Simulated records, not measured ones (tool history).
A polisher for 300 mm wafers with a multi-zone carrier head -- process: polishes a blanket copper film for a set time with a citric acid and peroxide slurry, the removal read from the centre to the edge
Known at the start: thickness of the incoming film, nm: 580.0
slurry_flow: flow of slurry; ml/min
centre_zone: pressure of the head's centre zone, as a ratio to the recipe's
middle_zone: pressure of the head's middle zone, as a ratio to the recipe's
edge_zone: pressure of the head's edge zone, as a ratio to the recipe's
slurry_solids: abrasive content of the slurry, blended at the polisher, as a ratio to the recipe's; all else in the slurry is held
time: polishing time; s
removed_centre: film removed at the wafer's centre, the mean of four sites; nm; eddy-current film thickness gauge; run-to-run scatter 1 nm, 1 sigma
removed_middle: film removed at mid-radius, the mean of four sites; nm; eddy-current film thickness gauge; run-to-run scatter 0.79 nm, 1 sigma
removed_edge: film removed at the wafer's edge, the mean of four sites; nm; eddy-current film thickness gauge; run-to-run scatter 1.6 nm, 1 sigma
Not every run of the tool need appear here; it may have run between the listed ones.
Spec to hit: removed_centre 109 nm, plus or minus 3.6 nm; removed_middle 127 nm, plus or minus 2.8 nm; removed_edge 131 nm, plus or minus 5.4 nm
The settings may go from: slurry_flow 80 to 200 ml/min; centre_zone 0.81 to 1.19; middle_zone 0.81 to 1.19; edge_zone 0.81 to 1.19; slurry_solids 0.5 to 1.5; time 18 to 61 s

{"run": 1, "day": 0.0, "slurry_flow": 130, "centre_zone": 1, "middle_zone": 1, "edge_zone": 1, "slurry_solids": 1, "time": 39, "removed_centre": 91.83, "removed_middle": 89.744, "removed_edge": 94.126}
{"run": 2, "day": 0.104, "slurry_flow": 140, "centre_zone": 0.98, "middle_zone": 1.03, "edge_zone": 1.05, "slurry_solids": 1.15, "time": 40, "removed_centre": 95.773, "removed_middle": 99.662, "removed_edge": 103.33}
{"run": 3, "day": 0.233, "slurry_flow": 150, "centre_zone": 0.97, "middle_zone": 1.04, "edge_zone": 1.09, "slurry_solids": 1.25, "time": 41, "removed_centre": 99.644, "removed_middle": 105.49, "removed_edge": 108.59}
{"run": 4, "day": 0.467, "slurry_flow": 150, "centre_zone": 0.97, "middle_zone": 1.01, "edge_zone": 1.09, "slurry_solids": 1.25, "time": 41, "removed_centre": 100, "removed_middle": 101.89, "removed_edge": 110.73}
{"run": 5, "day": 0.783, "slurry_flow": 150, "centre_zone": 0.97, "middle_zone": 1.01, "edge_zone": 1.17, "slurry_solids": 1.25, "time": 41, "removed_centre": 98.896, "removed_middle": 103.57, "removed_edge": 113.64}
{"run": 6, "day": 0.875, "slurry_flow": 155, "centre_zone": 0.96, "middle_zone": 1.03, "edge_zone": 1.18, "slurry_solids": 1.3, "time": 42, "removed_centre": 101.04, "removed_middle": 107.76, "removed_edge": 117.73}
{"run": 7, "day": 0.908, "slurry_flow": 160, "centre_zone": 0.95, "middle_zone": 1.05, "edge_zone": 1.18, "slurry_solids": 1.35, "time": 43, "removed_centre": 107.58, "removed_middle": 113.16, "removed_edge": 122.4}
{"run": 8, "day": 1.067, "slurry_flow": 165, "centre_zone": 0.92, "middle_zone": 1.07, "edge_zone": 1.18, "slurry_solids": 1.4, "time": 43, "removed_centre": 102.64, "removed_middle": 116.41, "removed_edge": 126.52}
{"run": 9, "day": 1.125, "slurry_flow": 170, "centre_zone": 0.92, "middle_zone": 1.09, "edge_zone": 1.18, "slurry_solids": 1.4, "time": 43, "removed_centre": 103.95, "removed_middle": 117.05, "removed_edge": 123.07}
{"run": 10, "day": 1.358, "slurry_flow": 170, "centre_zone": 0.91, "middle_zone": 1.1, "edge_zone": 1.18, "slurry_solids": 1.4, "time": 43, "removed_centre": 103.01, "removed_middle": 119.25, "removed_edge": 121.3}
{"run": 11, "day": 1.6, "slurry_flow": 175, "centre_zone": 0.91, "middle_zone": 1.1, "edge_zone": 1.18, "slurry_solids": 1.45, "time": 43, "removed_centre": 105.87, "removed_middle": 119.4, "removed_edge": 121.88}

Pick the move, out of 5, that brings all results within their allowed miss; only one does.
{"run": "A", "day": 1.842, "slurry_flow": 195, "centre_zone": 0.92, "middle_zone": 0.93, "edge_zone": 1.19, "slurry_solids": 1.45, "time": 43, "removed_centre": "?", "removed_middle": "?", "removed_edge": "?"}
{"run": "B", "day": 1.842, "slurry_flow": 195, "centre_zone": 0.88, "middle_zone": 1.07, "edge_zone": 1.11, "slurry_solids": 1.45, "time": 46, "removed_centre": "?", "removed_middle": "?", "removed_edge": "?"}
{"run": "C", "day": 1.842, "slurry_flow": 185, "centre_zone": 1, "middle_zone": 1.13, "edge_zone": 1.17, "slurry_solids": 1.5, "time": 42, "removed_centre": "?", "removed_middle": "?", "removed_edge": "?"}
{"run": "D", "day": 1.842, "slurry_flow": 170, "centre_zone": 0.92, "middle_zone": 0.94, "edge_zone": 1.19, "slurry_solids": 1.45, "time": 46, "removed_centre": "?", "removed_middle": "?", "removed_edge": "?"}
{"run": "E", "day": 1.842, "slurry_flow": 145, "centre_zone": 0.85, "middle_zone": 0.95, "edge_zone": 1.19, "slurry_solids": 1.45, "time": 48, "removed_centre": "?", "removed_middle": "?", "removed_edge": "?"}

move=A removed_centre=104.38 removed_middle=108.82 removed_edge=128.42
move=B removed_centre=107.47 removed_middle=129.1 removed_edge=132.31
move=C removed_centre=109.71 removed_middle=122.61 removed_edge=124.15
move=D removed_centre=109.24 removed_middle=115.05 removed_edge=135.42
move=E removed_centre=103.37 removed_middle=118.04 removed_edge=138.78
A: lands further from the targets than the last run did
B: hits every target within its allowed miss
C: closes in on the targets versus the last run, not all within tolerance yet
D: lands further from the targets than the last run did
E: lands further from the targets than the last run did
Answer: B
